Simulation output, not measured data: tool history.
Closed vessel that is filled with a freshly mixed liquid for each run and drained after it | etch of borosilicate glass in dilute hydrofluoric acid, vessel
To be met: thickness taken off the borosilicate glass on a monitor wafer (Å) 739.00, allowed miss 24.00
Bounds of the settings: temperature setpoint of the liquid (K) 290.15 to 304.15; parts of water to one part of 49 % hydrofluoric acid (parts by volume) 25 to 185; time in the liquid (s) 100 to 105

| run | hour | temperature setpoint of the liquid (K) | parts of water to one part of 49 % hydrofluoric acid (parts by volume) | time in the liquid (s) | thickness taken off the borosilicate glass on a monitor wafer (Å) |
|---|---|---|---|---|---|
| 1 | 0.0 | 296.15 | 105 | 100 | 320.97 |
| 2 | 4.8 | 297.65 | 95 | 100 | 387.22 |
| 3 | 6.9 | 299.15 | 85 | 100 | 450.57 |
| 4 | 10.0 | 300.15 | 80 | 100 | 505.47 |
|  | 18.1 | thermometer replaced |
| 5 | 18.1 | 301.15 | 75 | 100 | 608.08 |
| 6 | 25.1 | 301.65 | 75 | 100 | 624.57 |
| 7 | 28.2 | 302.15 | 75 | 100 | 633.35 |
| 8 | 30.4 | 302.65 | 75 | 100 | 639.78 |
| 9 | 31.4 | 303.15 | 75 | 100 | 652.91 |

5 next moves are on the table. One of them brings every result within its allowed miss. Which?
| A | 32.4 | 304.15 | 85 | 100 | ? |
| B | 32.4 | 301.15 | 65 | 105 | ? |
| C | 32.4 | 304.15 | 90 | 105 | ? |
| D | 32.4 | 303.65 | 95 | 105 | ? |
| E | 32.4 | 304.15 | 90 | 100 | ? |

| move | thickness taken off the borosilicate glass on a monitor wafer (Å) |
|---|---|
| A | 595.47 |
| B | 749.97 |
| C | 586.16 |
| D | 541.05 |
| E | 558.25 |
A: further off than the last run
B: meets every target
C: further off than the last run
D: further off than the last run
E: further off than the last run
The right move is B.

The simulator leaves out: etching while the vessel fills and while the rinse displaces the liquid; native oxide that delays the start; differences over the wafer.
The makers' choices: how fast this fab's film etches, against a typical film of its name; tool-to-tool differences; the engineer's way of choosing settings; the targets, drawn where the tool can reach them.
